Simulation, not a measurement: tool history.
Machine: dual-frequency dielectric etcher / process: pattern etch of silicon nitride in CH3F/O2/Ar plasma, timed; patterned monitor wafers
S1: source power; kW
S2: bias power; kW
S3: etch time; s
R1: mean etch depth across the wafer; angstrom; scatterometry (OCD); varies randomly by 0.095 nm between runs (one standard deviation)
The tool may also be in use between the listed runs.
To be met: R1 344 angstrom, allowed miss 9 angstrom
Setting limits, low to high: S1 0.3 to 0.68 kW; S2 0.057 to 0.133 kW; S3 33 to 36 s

{"run": 1, "day": 0.0, "S1": 0.49, "S2": 0.095, "S3": 36, "R1": 308.27}
{"run": 2, "day": 0.333, "S1": 0.49, "S2": 0.095, "S3": 33, "R1": 280.03}
{"run": 3, "day": 0.658, "S1": 0.51, "S2": 0.098, "S3": 33, "R1": 291.56}
{"run": 4, "day": 0.746, "S1": 0.53, "S2": 0.101, "S3": 33, "R1": 300.66}
{"run": 5, "day": 1.075, "S1": 0.48, "S2": 0.101, "S3": 33, "R1": 285.36}
{"run": 6, "day": 1.429, "S1": 0.41, "S2": 0.101, "S3": 33, "R1": 260.74}
{"run": 7, "day": 1.721, "S1": 0.44, "S2": 0.103, "S3": 33, "R1": 274.12}
{"run": 8, "day": 1.779, "S1": 0.47, "S2": 0.104, "S3": 33, "R1": 285.8}
{"run": 9, "day": 2.146, "S1": 0.49, "S2": 0.105, "S3": 33, "R1": 292.23}
{"run": 10, "day": 2.4, "S1": 0.51, "S2": 0.106, "S3": 33, "R1": 298.76}
{"run": 11, "day": 2.454, "S1": 0.53, "S2": 0.107, "S3": 33, "R1": 306.93}

Exactly one of the 4 candidate moves below puts every result within its allowed miss. Which one?
{"run": "A", "day": 2.508, "S1": 0.57, "S2": 0.133, "S3": 35, "R1": "?"}
{"run": "B", "day": 2.508, "S1": 0.55, "S2": 0.11, "S3": 33.5, "R1": "?"}
{"run": "C", "day": 2.508, "S1": 0.66, "S2": 0.105, "S3": 35, "R1": "?"}
{"run": "D", "day": 2.508, "S1": 0.57, "S2": 0.105, "S3": 36, "R1": "?"}

move=A R1=367.02
move=B R1=321.15
move=C R1=361.41
move=D R1=345.51
A: takes the biggest miss from the last run beyond its target
B: closes in on the targets versus the last run, not all within tolerance yet
C: takes the biggest miss from the last run beyond its target
D: all results in spec
So the answer is move D, the one that meets all the targets.

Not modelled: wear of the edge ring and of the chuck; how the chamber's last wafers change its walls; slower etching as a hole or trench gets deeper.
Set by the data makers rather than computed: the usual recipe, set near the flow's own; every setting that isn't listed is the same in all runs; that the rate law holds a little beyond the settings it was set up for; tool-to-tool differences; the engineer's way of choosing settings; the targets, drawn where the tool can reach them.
